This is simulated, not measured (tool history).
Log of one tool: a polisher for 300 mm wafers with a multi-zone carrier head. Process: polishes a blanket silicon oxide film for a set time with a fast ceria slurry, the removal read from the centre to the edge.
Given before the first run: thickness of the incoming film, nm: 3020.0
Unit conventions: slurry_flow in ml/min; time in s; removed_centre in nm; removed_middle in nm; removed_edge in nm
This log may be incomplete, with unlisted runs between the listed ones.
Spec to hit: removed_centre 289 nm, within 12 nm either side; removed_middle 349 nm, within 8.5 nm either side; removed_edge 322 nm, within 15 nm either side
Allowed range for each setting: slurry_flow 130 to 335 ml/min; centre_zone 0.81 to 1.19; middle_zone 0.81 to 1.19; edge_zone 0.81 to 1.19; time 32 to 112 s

| run | hour | slurry_flow | centre_zone | middle_zone | edge_zone | time | removed_centre | removed_middle | removed_edge |
|---|---|---|---|---|---|---|---|---|---|
| 1 | 0 | 215 | 1 | 1 | 1 | 72 | 549.94 | 538.94 | 520.7 |
| 2 | 7.2 | 215 | 1 | 1 | 0.91 | 72 | 557.99 | 543.87 | 495.27 |
| 3 | 12.3 | 205 | 0.96 | 1 | 0.91 | 65 | 479.13 | 488.84 | 438.56 |
| 4 | 19.1 | 205 | 1.02 | 1 | 0.91 | 65 | 504.01 | 487.17 | 453.75 |
| 5 | 25.8 | 190 | 0.97 | 1 | 0.93 | 60 | 435.92 | 448.57 | 408.23 |
| 6 | 34.1 | 190 | 0.97 | 1 | 0.98 | 60 | 428.29 | 442.6 | 419.95 |
| 7 | 35.6 | 180 | 0.94 | 0.99 | 0.98 | 57 | 400.35 | 415.27 | 400.92 |
| 8 | 36.3 | 170 | 0.91 | 1 | 0.98 | 54 | 354.58 | 393.5 | 377.26 |
| 9 | 39.2 | 165 | 0.89 | 1 | 0.96 | 53 | 338.46 | 385.83 | 363.67 |
| 10 | 43.7 | 160 | 0.87 | 0.99 | 0.94 | 52 | 334.13 | 368.51 | 352.09 |
| 11 | 49 | 160 | 0.81 | 1.05 | 0.96 | 44 | 260.71 | 332.6 | 295.02 |
| 12 | 53.8 | 170 | 0.82 | 1.05 | 0.97 | 44 | 268.15 | 334.34 | 302.08 |
| 13 | 62.2 | 175 | 0.83 | 1.05 | 0.98 | 44 | 264.7 | 336.92 | 314.98 |
| 14 | 70.9 | 180 | 0.84 | 1.05 | 0.98 | 44 | 279.03 | 336.59 | 314.67 |
| 15 | 79.7 | 180 | 0.84 | 1.05 | 0.98 | 44 | 279.06 | 335.48 | 310.52 |
| 16 | 87.7 | 180 | 0.84 | 1.06 | 0.99 | 44 | 271.44 | 337.78 | 313.75 |
| 17 | 92.7 | 180 | 0.84 | 1.06 | 0.99 | 44 | 276.12 | 339.77 | 313.55 |
| 18 | 99.3 | 185 | 0.84 | 1.06 | 0.99 | 44 | 274.94 | 342.77 | 320.85 |

5 next moves are on the table. One of them brings every result within its allowed miss. Which?
| A | 105.9 | 275 | 0.84 | 1.05 | 1.01 | 43 | ? | ? | ? |
| B | 105.9 | 130 | 0.89 | 1.01 | 0.93 | 50 | ? | ? | ? |
| C | 105.9 | 160 | 0.81 | 1.13 | 1.09 | 44 | ? | ? | ? |
| D | 105.9 | 250 | 0.86 | 0.98 | 1.04 | 43 | ? | ? | ? |
| E | 105.9 | 185 | 0.82 | 0.93 | 1.11 | 47 | ? | ? | ? |

| move | removed_centre | removed_middle | removed_edge |
|---|---|---|---|
| A | 286.5 | 351.31 | 315.99 |
| B | 305.56 | 349.5 | 323.19 |
| C | 259.93 | 353.89 | 316.5 |
| D | 289.04 | 327.79 | 318.24 |
| E | 288.58 | 328.8 | 348.55 |
A: all results land within tolerance of their targets
B: carries the result that was furthest off beyond its target, to the other side
C: moves away from the targets compared with the last run
D: brings the last run's worst result on target, with another outside its allowed miss
E: brings the last run's worst result on target, with another outside its allowed miss
Go with A: it meets all targets.

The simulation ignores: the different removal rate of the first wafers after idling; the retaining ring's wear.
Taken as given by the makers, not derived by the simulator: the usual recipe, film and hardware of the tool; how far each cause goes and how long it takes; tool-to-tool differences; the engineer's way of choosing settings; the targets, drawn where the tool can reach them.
